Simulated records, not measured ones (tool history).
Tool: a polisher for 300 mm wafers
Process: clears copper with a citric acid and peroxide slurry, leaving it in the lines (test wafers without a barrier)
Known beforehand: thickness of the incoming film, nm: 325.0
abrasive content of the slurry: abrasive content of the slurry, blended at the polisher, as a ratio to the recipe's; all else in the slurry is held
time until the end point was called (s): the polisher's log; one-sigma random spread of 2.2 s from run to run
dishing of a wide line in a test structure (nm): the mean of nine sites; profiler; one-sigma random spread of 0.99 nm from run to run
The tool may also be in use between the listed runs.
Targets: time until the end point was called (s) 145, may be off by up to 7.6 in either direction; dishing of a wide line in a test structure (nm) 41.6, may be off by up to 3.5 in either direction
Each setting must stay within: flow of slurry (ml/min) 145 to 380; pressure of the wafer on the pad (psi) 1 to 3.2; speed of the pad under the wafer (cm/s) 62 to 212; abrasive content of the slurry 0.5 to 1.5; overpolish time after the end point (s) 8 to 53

| run | day | flow of slurry (ml/min) | pressure of the wafer on the pad (psi) | speed of the pad under the wafer (cm/s) | abrasive content of the slurry | overpolish time after the end point (s) | time until the end point was called (s) | dishing of a wide line in a test structure (nm) |
|---|---|---|---|---|---|---|---|---|
| 1 | 0 | 245 | 2.1 | 136 | 1 | 27 | 118.45 | 37.449 |
| 2 | 0.367 | 245 | 2 | 136 | 1 | 28 | 123.28 | 37.571 |
| 3 | 0.65 | 245 | 2 | 136 | 1 | 29 | 125.64 | 37.367 |
| 4 | 0.992 | 245 | 2 | 136 | 1.1 | 29 | 120.99 | 38.305 |
| 5 | 1.033 | 245 | 2 | 136 | 1.1 | 23 | 119.31 | 32.456 |
| 6 | 1.192 | 245 | 2 | 136 | 1.1 | 31 | 119.26 | 40.278 |
| 7 | 1.508 | 245 | 1.9 | 136 | 1.1 | 32 | 128.25 | 39.992 |
| 8 | 1.771 | 245 | 1.9 | 136 | 1.1 | 33 | 130.28 | 39.443 |
|  | 1.954 | head pressure recalibrated |
| 9 | 1.954 | 245 | 1.7 | 134 | 1.1 | 39 | 128.7 | 45.485 |

5 candidate next runs follow, results not yet known. Just one meets every target within its allowed miss. Identify it.
| A | 2.138 | 265 | 1.6 | 116 | 1.25 | 52 | ? | ? |
| B | 2.138 | 185 | 1.8 | 168 | 1.2 | 33 | ? | ? |
| C | 2.138 | 285 | 1.5 | 136 | 1.15 | 41 | ? | ? |
| D | 2.138 | 215 | 1.8 | 102 | 1.05 | 50 | ? | ? |
| E | 2.138 | 145 | 2.1 | 106 | 1 | 46 | ? | ? |

| move | time until the end point was called (s) | dishing of a wide line in a test structure (nm) |
|---|---|---|
| A | 145.17 | 50.41 |
| B | 109.45 | 45.799 |
| C | 143.04 | 43.601 |
| D | 147.53 | 49.433 |
| E | 132.69 | 50.867 |
A: puts the biggest miss on target and leaves a different result outside tolerance
B: its largest miss is bigger than the last run's
C: every result lands within tolerance
D: puts the biggest miss on target and leaves a different result outside tolerance
E: its largest miss is bigger than the last run's
The move that meets every target is C.
